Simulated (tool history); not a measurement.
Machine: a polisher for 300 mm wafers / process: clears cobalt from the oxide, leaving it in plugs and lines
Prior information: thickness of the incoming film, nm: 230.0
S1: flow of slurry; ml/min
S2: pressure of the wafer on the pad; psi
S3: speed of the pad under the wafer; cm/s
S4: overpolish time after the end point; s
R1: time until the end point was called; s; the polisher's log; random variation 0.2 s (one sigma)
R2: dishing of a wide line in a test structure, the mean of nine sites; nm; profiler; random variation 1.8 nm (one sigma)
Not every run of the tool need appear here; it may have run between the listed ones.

run,day,S1,S2,S3,S4,R1,R2
1,0,150,2.5,130,26,24.383,87.714
2,0.083,150,2.5,146,26,21.504,88.583
3,0.346,150,2.7,146,25,20.58,89.072
4,0.704,150,3.1,146,25,17.573,89.187
5,0.888,150,3.1,146,26,17.571,92.098
6,1.217,150,3.1,146,37,17.819,95.074
7,1.383,150,3.1,146,35,17.972,95.303
8,1.712,150,3.2,146,33,17.414,98.37
9,1.875,150,3.2,146,30,17.579,92.945
10,1.996,150,3.2,146,29,17.119,93.197

The next listed run, before its measurement:
11,2.054,150,3.2,146,28,?,?

Run 11 produced R1 17.128 s, R2 94.42 nm.
